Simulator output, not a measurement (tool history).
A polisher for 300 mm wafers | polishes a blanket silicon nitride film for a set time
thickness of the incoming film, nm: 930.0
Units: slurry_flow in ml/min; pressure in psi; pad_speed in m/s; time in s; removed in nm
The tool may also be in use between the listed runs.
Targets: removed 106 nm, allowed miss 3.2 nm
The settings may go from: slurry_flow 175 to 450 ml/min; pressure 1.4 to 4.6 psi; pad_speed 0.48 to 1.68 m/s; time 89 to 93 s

Run 1, day 0: slurry_flow 290 ml/min, pressure 3 psi, pad_speed 1.08 m/s, time 89 s. Result: removed 161.52 nm.
Run 2, day 0.05: slurry_flow 290 ml/min, pressure 3.4 psi, pad_speed 1.08 m/s, time 89 s. Result: removed 183.06 nm.
Run 3, day 0.254: slurry_flow 290 ml/min, pressure 2.9 psi, pad_speed 1.08 m/s, time 89 s. Result: removed 154.6 nm.
Run 4, day 0.55: slurry_flow 290 ml/min, pressure 2.9 psi, pad_speed 0.94 m/s, time 89 s. Result: removed 137.48 nm.
Run 5, day 0.6: slurry_flow 220 ml/min, pressure 2.9 psi, pad_speed 0.94 m/s, time 89 s. Result: removed 136.96 nm.
Run 6, day 0.746: slurry_flow 285 ml/min, pressure 2.9 psi, pad_speed 0.94 m/s, time 89 s. Result: removed 138.69 nm.
Run 7, day 0.929: slurry_flow 285 ml/min, pressure 2.7 psi, pad_speed 0.94 m/s, time 89 s. Result: removed 128.27 nm.
Run 8, day 1.246: slurry_flow 285 ml/min, pressure 2.5 psi, pad_speed 0.94 m/s, time 89 s. Result: removed 120.67 nm.
Run 9, day 1.496: slurry_flow 280 ml/min, pressure 2 psi, pad_speed 0.94 m/s, time 89 s. Result: removed 97.251 nm.
Run 10, day 1.804: slurry_flow 280 ml/min, pressure 2.1 psi, pad_speed 0.94 m/s, time 89 s. Result: removed 100.08 nm.

4 next moves are on the table. One of them brings every result within its allowed miss. Which?
Run A, day 2.112: slurry_flow 280 ml/min, pressure 2.1 psi, pad_speed 0.88 m/s, time 91 s. Result: removed ?.
Run B, day 2.112: slurry_flow 355 ml/min, pressure 2.7 psi, pad_speed 0.76 m/s, time 93 s. Result: removed ?.
Run C, day 2.112: slurry_flow 310 ml/min, pressure 2.2 psi, pad_speed 0.92 m/s, time 89 s. Result: removed ?.
Run D, day 2.112: slurry_flow 190 ml/min, pressure 2.2 psi, pad_speed 1.06 m/s, time 91 s. Result: removed ?.

move  removed
   A   98.949
   B   116.64
   C   105.71
   D   115.72
A: further off than the last run
B: takes the result that was furthest off past its target
C: meets every target
D: takes the result that was furthest off past its target
Answer: C
